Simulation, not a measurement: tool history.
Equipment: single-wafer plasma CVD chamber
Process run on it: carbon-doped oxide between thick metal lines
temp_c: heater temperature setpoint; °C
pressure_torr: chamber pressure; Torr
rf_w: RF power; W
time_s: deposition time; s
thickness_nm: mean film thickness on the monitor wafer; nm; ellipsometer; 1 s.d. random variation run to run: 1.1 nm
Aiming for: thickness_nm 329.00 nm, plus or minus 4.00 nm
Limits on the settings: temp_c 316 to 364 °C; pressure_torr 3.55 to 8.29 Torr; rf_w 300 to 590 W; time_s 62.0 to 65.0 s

| run | day | temp_c | pressure_torr | rf_w | time_s | thickness_nm |
|---|---|---|---|---|---|---|
| 1 | 0.000 | 340 | 5.92 | 445 | 65.0 | 304.37 |
| 2 | 0.142 | 340 | 4.88 | 445 | 65.0 | 296.13 |
| 3 | 0.296 | 336 | 5.24 | 450 | 65.0 | 304.48 |
| 4 | 0.596 | 336 | 5.24 | 450 | 62.0 | 289.91 |
| 5 | 0.712 | 345 | 5.24 | 450 | 62.0 | 284.75 |
| 6 | 1.042 | 345 | 4.62 | 450 | 62.0 | 278.97 |
| 7 | 1.196 | 345 | 4.62 | 450 | 62.0 | 280.21 |
| 8 | 1.438 | 341 | 5.29 | 455 | 62.0 | 289.64 |

Which of these 5 next moves meets every target?
| A | 1.679 | 322 | 6.50 | 435 | 62.0 | ? |
| B | 1.679 | 364 | 6.35 | 370 | 64.4 | ? |
| C | 1.679 | 340 | 5.26 | 470 | 64.3 | ? |
| D | 1.679 | 335 | 5.07 | 550 | 63.4 | ? |
| E | 1.679 | 339 | 5.73 | 460 | 65.0 | ? |

| move | thickness_nm |
|---|---|
| A | 309.88 |
| B | 257.35 |
| C | 307.25 |
| D | 331.52 |
| E | 311.11 |
A: closer than the last run, but not yet in spec
B: misses by more than the last run did
C: closer than the last run, but not yet in spec
D: all results in spec
E: closer than the last run, but not yet in spec
The right move is D.
